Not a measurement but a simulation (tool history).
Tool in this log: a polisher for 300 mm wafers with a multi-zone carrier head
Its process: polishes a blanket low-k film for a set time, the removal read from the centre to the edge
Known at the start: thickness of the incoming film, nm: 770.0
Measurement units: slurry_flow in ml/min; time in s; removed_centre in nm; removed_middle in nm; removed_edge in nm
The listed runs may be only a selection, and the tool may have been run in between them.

| run | hour | slurry_flow | centre_zone | middle_zone | edge_zone | slurry_solids | time | removed_centre | removed_middle | removed_edge |
|---|---|---|---|---|---|---|---|---|---|---|
| 1 | 0.0 | 120 | 1.00 | 1.00 | 1.00 | 1.00 | 70 | 25.168 | 24.323 | 24.333 |
| 2 | 8.8 | 120 | 1.00 | 1.04 | 1.00 | 1.00 | 70 | 25.149 | 24.927 | 24.240 |
| 3 | 10.0 | 135 | 1.02 | 1.08 | 1.02 | 1.05 | 70 | 27.048 | 27.226 | 25.522 |
| 4 | 12.7 | 135 | 1.05 | 1.08 | 1.02 | 1.05 | 70 | 27.821 | 27.087 | 25.114 |
| 5 | 15.3 | 145 | 1.06 | 1.10 | 1.05 | 1.10 | 70 | 29.001 | 28.461 | 26.448 |
| 6 | 16.7 | 145 | 0.97 | 1.10 | 1.05 | 1.10 | 70 | 26.796 | 28.343 | 26.873 |
| 7 | 18.6 | 155 | 1.00 | 1.12 | 1.06 | 1.15 | 70 | 28.544 | 29.484 | 27.722 |
| 8 | 20.5 | 160 | 1.02 | 1.14 | 1.06 | 1.20 | 70 | 29.930 | 30.610 | 28.003 |
| 9 | 27.3 | 165 | 1.03 | 1.15 | 1.07 | 1.20 | 70 | 30.650 | 31.541 | 28.287 |

Predict the results of run 10:
| 10 | 35.4 | 170 | 1.04 | 1.15 | 1.08 | 1.20 | 70 | ? | ? | ? |

removed_centre: 30.771 nm
removed_middle: 31.273 nm
removed_edge: 28.611 nm
